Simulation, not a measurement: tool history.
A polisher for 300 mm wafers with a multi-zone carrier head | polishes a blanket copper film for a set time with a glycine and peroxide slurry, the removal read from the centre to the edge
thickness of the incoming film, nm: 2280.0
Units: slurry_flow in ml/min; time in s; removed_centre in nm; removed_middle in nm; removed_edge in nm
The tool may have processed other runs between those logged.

Run 1, day 0.000: slurry_flow 195 ml/min, centre_zone 1.00, middle_zone 1.00, edge_zone 1.00, time 35 s. Result: removed_centre 204.82 nm, removed_middle 204.05 nm, removed_edge 196.56 nm.
Run 2, day 0.079: slurry_flow 195 ml/min, centre_zone 1.00, middle_zone 1.00, edge_zone 1.08, time 35 s. Result: removed_centre 204.30 nm, removed_middle 204.18 nm, removed_edge 207.05 nm.
Run 3, day 0.133: slurry_flow 195 ml/min, centre_zone 1.00, middle_zone 0.93, edge_zone 1.08, time 35 s. Result: removed_centre 207.96 nm, removed_middle 190.65 nm, removed_edge 210.94 nm.
Run 4, day 0.479: slurry_flow 185 ml/min, centre_zone 0.97, middle_zone 0.92, edge_zone 1.09, time 35 s. Result: removed_centre 195.22 nm, removed_middle 185.82 nm, removed_edge 212.74 nm.
Run 5, day 0.642: slurry_flow 185 ml/min, centre_zone 1.00, middle_zone 0.92, edge_zone 1.09, time 35 s. Result: removed_centre 203.75 nm, removed_middle 190.14 nm, removed_edge 217.13 nm.
Run 6, day 0.858: slurry_flow 185 ml/min, centre_zone 1.00, middle_zone 0.92, edge_zone 1.09, time 41 s. Result: removed_centre 235.27 nm, removed_middle 214.83 nm, removed_edge 242.90 nm.
Run 7, day 1.004: slurry_flow 180 ml/min, centre_zone 0.97, middle_zone 0.91, edge_zone 1.08, time 40 s. Result: removed_centre 224.19 nm, removed_middle 209.86 nm, removed_edge 238.56 nm.

What does the tool deliver on the next run?
Run 8, day 1.050: slurry_flow 140 ml/min, centre_zone 0.87, middle_zone 0.84, edge_zone 1.13, time 32 s. Result: removed_centre ?, removed_middle ?, removed_edge ?.

Run 8 produced removed_centre 151.36 nm, removed_middle 148.47 nm, removed_edge 188.95 nm.
